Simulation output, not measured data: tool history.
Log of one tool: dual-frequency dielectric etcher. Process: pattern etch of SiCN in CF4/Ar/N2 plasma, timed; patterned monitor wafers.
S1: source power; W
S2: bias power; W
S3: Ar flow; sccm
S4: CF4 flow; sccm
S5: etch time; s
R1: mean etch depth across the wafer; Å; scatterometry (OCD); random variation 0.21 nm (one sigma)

run 1 hour=0.0 | S1=310 S2=61 S3=95 S4=65 S5=64.5 | R1=369.56
run 2 hour=2.6 | S1=330 S2=61 S3=95 S4=65 S5=64.5 | R1=383.68
run 3 hour=4.1 | S1=340 S2=62 S3=94 S4=65 S5=64.5 | R1=398.47
run 4 hour=5.3 | S1=350 S2=63 S3=94 S4=65 S5=64.5 | R1=407.50
run 5 hour=7.1 | S1=350 S2=63 S3=94 S4=65 S5=64.5 | R1=408.49
run 6 hour=8.2 | S1=360 S2=64 S3=93 S4=65 S5=64.5 | R1=420.40
-- hour=16.4 CF4 flow controller replaced
run 7 hour=16.4 | S1=420 S2=66 S3=92 S4=65 S5=64.5 | R1=476.41
run 8 hour=25.2 | S1=420 S2=67 S3=91 S4=65 S5=64.5 | R1=482.25

Forecast run 9:
run 9 hour=32.9 | S1=420 S2=68 S3=90 S4=65 S5=64.5 | R1=?

Run 9 gave R1 482.09 Å.
